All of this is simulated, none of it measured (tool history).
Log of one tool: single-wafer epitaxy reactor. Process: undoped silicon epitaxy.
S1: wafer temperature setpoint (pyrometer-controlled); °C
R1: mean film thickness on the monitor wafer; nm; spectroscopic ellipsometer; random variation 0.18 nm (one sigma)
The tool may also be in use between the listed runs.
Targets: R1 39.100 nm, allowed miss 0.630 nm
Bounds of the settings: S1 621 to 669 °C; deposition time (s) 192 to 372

Run 1, hour 0.0: S1 645 °C, deposition time (s) 282. Result: R1 45.948 nm.
Run 2, hour 7.0: S1 640 °C, deposition time (s) 282. Result: R1 40.812 nm.
Run 3, hour 9.2: S1 640 °C, deposition time (s) 248. Result: R1 35.562 nm.
Run 4, hour 13.9: S1 629 °C, deposition time (s) 248. Result: R1 27.729 nm.
Run 5, hour 20.5: S1 629 °C, deposition time (s) 219. Result: R1 24.320 nm.
Run 6, hour 26.8: S1 635 °C, deposition time (s) 219. Result: R1 28.133 nm.
Run 7, hour 29.4: S1 639 °C, deposition time (s) 219. Result: R1 31.037 nm.
Run 8, hour 34.3: S1 642 °C, deposition time (s) 219. Result: R1 33.302 nm.
Run 9, hour 36.8: S1 644 °C, deposition time (s) 219. Result: R1 34.865 nm.
Run 10, hour 38.2: S1 645 °C, deposition time (s) 219. Result: R1 35.582 nm.
Run 11, hour 44.5: S1 646 °C, deposition time (s) 219. Result: R1 36.499 nm.
Run 12, hour 50.6: S1 647 °C, deposition time (s) 219. Result: R1 37.359 nm.
Run 13, hour 52.3: S1 648 °C, deposition time (s) 219. Result: R1 38.209 nm.

4 next moves are on the table. One of them brings every result within its allowed miss. Which?
Run A, hour 54.0: S1 655 °C, deposition time (s) 192. Result: R1 ?.
Run B, hour 54.0: S1 645 °C, deposition time (s) 232. Result: R1 ?.
Run C, hour 54.0: S1 650 °C, deposition time (s) 205. Result: R1 ?.
Run D, hour 54.0: S1 648 °C, deposition time (s) 217. Result: R1 ?.

move      R1
   A  39.323
   B  37.745
   C  37.445
   D  37.850
A: meets every target
B: further off than the last run
C: further off than the last run
D: further off than the last run
The right move is A.
